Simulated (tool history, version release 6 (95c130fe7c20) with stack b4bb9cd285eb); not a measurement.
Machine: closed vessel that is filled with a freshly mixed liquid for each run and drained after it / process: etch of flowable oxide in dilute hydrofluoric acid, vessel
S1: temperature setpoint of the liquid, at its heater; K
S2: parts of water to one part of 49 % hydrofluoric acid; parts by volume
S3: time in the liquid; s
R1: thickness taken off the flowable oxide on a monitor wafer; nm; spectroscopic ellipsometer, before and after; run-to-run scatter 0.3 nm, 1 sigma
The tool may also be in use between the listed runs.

Run 1, hour 0.0: S1 295.15 K, S2 60 parts by volume, S3 90 s. Result: R1 36.669 nm.
Run 2, hour 3.0: S1 296.65 K, S2 60 parts by volume, S3 90 s. Result: R1 39.750 nm.
Run 3, hour 4.2: S1 295.65 K, S2 60 parts by volume, S3 90 s. Result: R1 38.105 nm.
Run 4, hour 12.4: S1 295.15 K, S2 60 parts by volume, S3 90 s. Result: R1 37.028 nm.
Run 5, hour 20.4: S1 295.15 K, S2 50 parts by volume, S3 90 s. Result: R1 44.980 nm.
Run 6, hour 27.9: S1 295.15 K, S2 35 parts by volume, S3 90 s. Result: R1 66.471 nm.
Run 7, hour 31.9: S1 293.65 K, S2 40 parts by volume, S3 90 s. Result: R1 54.788 nm.
At hour 35.6: hydrofluoric acid flow meter replaced.
Run 8, hour 35.6: S1 292.65 K, S2 45 parts by volume, S3 90 s. Result: R1 48.554 nm.
Run 9, hour 36.9: S1 292.15 K, S2 50 parts by volume, S3 90 s. Result: R1 42.233 nm.
Run 10, hour 46.2: S1 291.65 K, S2 50 parts by volume, S3 90 s. Result: R1 41.670 nm.
Run 11, hour 50.8: S1 291.15 K, S2 50 parts by volume, S3 90 s. Result: R1 40.647 nm.

Estimate the outcome of run 12 from the log above:
Run 12, hour 55.1: S1 290.65 K, S2 50 parts by volume, S3 90 s. Result: R1 ?.

R1: 39.586 nm
